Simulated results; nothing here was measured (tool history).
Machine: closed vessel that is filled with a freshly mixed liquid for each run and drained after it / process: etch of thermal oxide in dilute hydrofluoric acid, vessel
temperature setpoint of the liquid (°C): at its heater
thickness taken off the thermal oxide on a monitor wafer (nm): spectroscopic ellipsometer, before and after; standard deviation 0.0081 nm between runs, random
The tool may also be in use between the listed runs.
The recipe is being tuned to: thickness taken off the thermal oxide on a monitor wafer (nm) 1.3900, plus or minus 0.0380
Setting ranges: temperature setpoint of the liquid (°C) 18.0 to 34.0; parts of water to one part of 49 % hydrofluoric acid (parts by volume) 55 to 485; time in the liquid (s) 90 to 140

| run | hour | temperature setpoint of the liquid (°C) | parts of water to one part of 49 % hydrofluoric acid (parts by volume) | time in the liquid (s) | thickness taken off the thermal oxide on a monitor wafer (nm) |
|---|---|---|---|---|---|
| 1 | 0.0 | 26.0 | 270 | 140 | 1.9789 |
| 2 | 6.1 | 26.0 | 270 | 140 | 1.9862 |
| 3 | 6.9 | 26.0 | 180 | 140 | 3.2723 |
| 4 | 9.7 | 26.0 | 85 | 140 | 7.7075 |
| 5 | 15.5 | 26.0 | 165 | 140 | 3.6448 |
| 6 | 17.0 | 28.0 | 165 | 140 | 3.9017 |
| 7 | 22.5 | 28.0 | 215 | 140 | 2.8498 |
| 8 | 27.5 | 26.5 | 250 | 140 | 2.2166 |
| 9 | 35.7 | 25.0 | 270 | 140 | 1.8998 |
| 10 | 37.3 | 23.0 | 280 | 140 | 1.7042 |
| 11 | 45.1 | 21.5 | 285 | 140 | 1.5805 |
| 12 | 51.4 | 20.5 | 290 | 140 | 1.4844 |

Of the 5 settings listed for the next run, only one would bring every result within its allowed miss of target. Which one?
| A | 57.7 | 22.0 | 320 | 140 | ? |
| B | 57.7 | 24.5 | 295 | 140 | ? |
| C | 57.7 | 18.0 | 185 | 90 | ? |
| D | 57.7 | 20.0 | 285 | 140 | ? |
| E | 57.7 | 29.5 | 335 | 140 | ? |

| move | thickness taken off the thermal oxide on a monitor wafer (nm) |
|---|---|
| A | 1.3818 |
| B | 1.6750 |
| C | 1.5000 |
| D | 1.4905 |
| E | 1.6712 |
A: all results in spec
B: further off than the last run
C: further off than the last run
D: further off than the last run
E: further off than the last run
Go with A: it meets all targets.

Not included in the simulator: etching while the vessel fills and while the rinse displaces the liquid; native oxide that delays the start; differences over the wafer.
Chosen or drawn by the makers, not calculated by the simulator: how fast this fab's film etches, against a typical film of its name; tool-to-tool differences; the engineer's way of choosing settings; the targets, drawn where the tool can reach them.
